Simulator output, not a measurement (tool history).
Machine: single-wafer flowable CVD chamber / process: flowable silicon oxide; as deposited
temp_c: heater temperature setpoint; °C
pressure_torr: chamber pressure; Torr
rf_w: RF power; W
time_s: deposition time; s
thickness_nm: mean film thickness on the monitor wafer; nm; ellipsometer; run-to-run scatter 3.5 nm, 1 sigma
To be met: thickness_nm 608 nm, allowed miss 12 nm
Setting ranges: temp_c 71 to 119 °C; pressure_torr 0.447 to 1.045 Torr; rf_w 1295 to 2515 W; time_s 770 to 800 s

run  hour  temp_c  pressure_torr  rf_w  time_s  thickness_nm
  1     0      95          0.746  1905     800        502.84
  2   6.2      95          0.839  1905     800        567.79
  3    14      94          0.839  1905     800        580.28
  4  16.8      99          0.839  1905     800        503.87
  5  17.8      98          0.839  1905     800        523.25
  6  27.1      97          0.839  1905     800        535.99
  7  30.9      97          0.839  1905     800        529.64
  8  37.5      96          0.839  1905     800        550.65
  9  41.1      95          0.839  1905     800        569.63
 10  48.5      94          0.839  1905     800        590.28

Which one of the following 4 next-run settings gets every result inside its allowed miss? There is exactly one.
  A  55.9      90          0.821  1830     770             ?
  B  55.9      93           0.84  1680     790             ?
  C  55.9      89          0.817  1935     770             ?
  D  55.9      91           0.79  1570     800             ?

move  thickness_nm
   A        619.99
   B        585.22
   C        640.85
   D        584.24
A: all results in spec
B: the biggest miss grows against the last run
C: the result that was furthest off in the last run now lies on the other side of its target
D: the biggest miss grows against the last run
The right move is A.
